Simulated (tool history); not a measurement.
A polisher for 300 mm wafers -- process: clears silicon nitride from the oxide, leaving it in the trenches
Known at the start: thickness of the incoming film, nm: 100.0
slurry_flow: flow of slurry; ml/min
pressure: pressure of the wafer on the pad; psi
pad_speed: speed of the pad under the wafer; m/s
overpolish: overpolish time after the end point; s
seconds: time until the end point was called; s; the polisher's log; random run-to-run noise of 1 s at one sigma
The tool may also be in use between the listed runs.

run,hour,slurry_flow,pressure,pad_speed,overpolish,seconds
1,0,130,2.9,1.1,4,111.07
2,2.8,130,3.3,1.1,4,94.356
3,7.4,130,3.4,1.1,4,98.238
4,9.7,150,3.4,1.1,4,92.434
5,11.2,150,3.4,1.1,3,93.205
6,18.7,150,2.9,1.1,3,108.19
7,20.4,155,3.7,1.24,3,73.887
8,25.5,155,3.8,1.24,3,73.637
9,28.4,155,3.9,1.24,3,71.675
10,29.7,155,4,1.24,3,69.379

Estimate the outcome of run 11 from the log above:
11,31.8,155,4.1,1.24,3,?

{"run 11": {"seconds": 68.752}}
